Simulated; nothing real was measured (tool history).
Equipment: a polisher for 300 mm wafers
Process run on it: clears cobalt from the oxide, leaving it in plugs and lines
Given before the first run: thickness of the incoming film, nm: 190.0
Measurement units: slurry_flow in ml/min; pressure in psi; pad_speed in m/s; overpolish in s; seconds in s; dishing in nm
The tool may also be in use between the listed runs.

run,hour,slurry_flow,pressure,pad_speed,overpolish,seconds,dishing
1,0.0,215,2.0,0.80,14,46.721,42.656
2,5.9,215,2.0,0.64,14,56.062,34.829
3,9.4,195,2.0,0.64,14,56.059,34.864
4,13.6,195,2.0,0.54,14,68.354,30.382
5,17.6,195,2.1,0.56,14,61.431,33.761
6,19.6,195,2.1,0.76,14,46.257,42.499
7,24.9,195,2.2,0.76,14,44.216,43.635

What does the tool deliver on the next run?
8,31.8,195,2.3,0.76,14,?,?

Logged for run 8: seconds 41.748 s, dishing 44.829 nm.
